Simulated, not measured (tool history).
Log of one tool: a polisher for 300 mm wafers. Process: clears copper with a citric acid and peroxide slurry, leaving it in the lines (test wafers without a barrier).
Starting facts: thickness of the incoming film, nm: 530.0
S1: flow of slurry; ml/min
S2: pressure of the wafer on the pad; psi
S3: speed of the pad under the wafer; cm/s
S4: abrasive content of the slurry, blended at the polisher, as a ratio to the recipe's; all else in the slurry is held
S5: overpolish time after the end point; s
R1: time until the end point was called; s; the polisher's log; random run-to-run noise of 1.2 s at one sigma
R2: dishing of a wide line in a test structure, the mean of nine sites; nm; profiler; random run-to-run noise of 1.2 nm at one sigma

Run 1, day 0: S1 275 ml/min, S2 4.1 psi, S3 110 cm/s, S4 1, S5 29 s. Result: R1 167.18 s, R2 64.767 nm.
Run 2, day 0.046: S1 275 ml/min, S2 4.5 psi, S3 110 cm/s, S4 1, S5 25 s. Result: R1 152.24 s, R2 61.033 nm.
Run 3, day 0.208: S1 275 ml/min, S2 4.9 psi, S3 110 cm/s, S4 1, S5 23 s. Result: R1 142.06 s, R2 62.624 nm.
Run 4, day 0.371: S1 275 ml/min, S2 4.9 psi, S3 110 cm/s, S4 0.9, S5 23 s. Result: R1 147.47 s, R2 59.27 nm.
Run 5, day 0.417: S1 275 ml/min, S2 4.9 psi, S3 86 cm/s, S4 0.9, S5 23 s. Result: R1 183.79 s, R2 47.522 nm.
Run 6, day 0.45: S1 275 ml/min, S2 5.2 psi, S3 94 cm/s, S4 0.9, S5 21 s. Result: R1 159.95 s, R2 51.421 nm.
Run 7, day 0.762: S1 275 ml/min, S2 5.4 psi, S3 100 cm/s, S4 0.9, S5 19 s. Result: R1 142.25 s, R2 51.885 nm.
Run 8, day 1.054: S1 275 ml/min, S2 5.6 psi, S3 104 cm/s, S4 0.9, S5 18 s. Result: R1 134.71 s, R2 52.026 nm.
Run 9, day 1.338: S1 275 ml/min, S2 5.8 psi, S3 108 cm/s, S4 0.9, S5 17 s. Result: R1 128.49 s, R2 50.885 nm.
Run 10, day 1.504: S1 275 ml/min, S2 5.9 psi, S3 112 cm/s, S4 0.9, S5 17 s. Result: R1 120.4 s, R2 56.67 nm.
Run 11, day 1.7: S1 275 ml/min, S2 6 psi, S3 116 cm/s, S4 0.9, S5 16 s. Result: R1 110.32 s, R2 53.577 nm.
Run 12, day 1.767: S1 275 ml/min, S2 6.1 psi, S3 118 cm/s, S4 0.9, S5 16 s. Result: R1 112.79 s, R2 56.769 nm.

Run 13 comes next. What will it give?
Run 13, day 2.025: S1 275 ml/min, S2 6.1 psi, S3 120 cm/s, S4 0.9, S5 16 s. Result: R1 ?, R2 ?.

Run 13 yielded R1 110.55 s, R2 54.49 nm.

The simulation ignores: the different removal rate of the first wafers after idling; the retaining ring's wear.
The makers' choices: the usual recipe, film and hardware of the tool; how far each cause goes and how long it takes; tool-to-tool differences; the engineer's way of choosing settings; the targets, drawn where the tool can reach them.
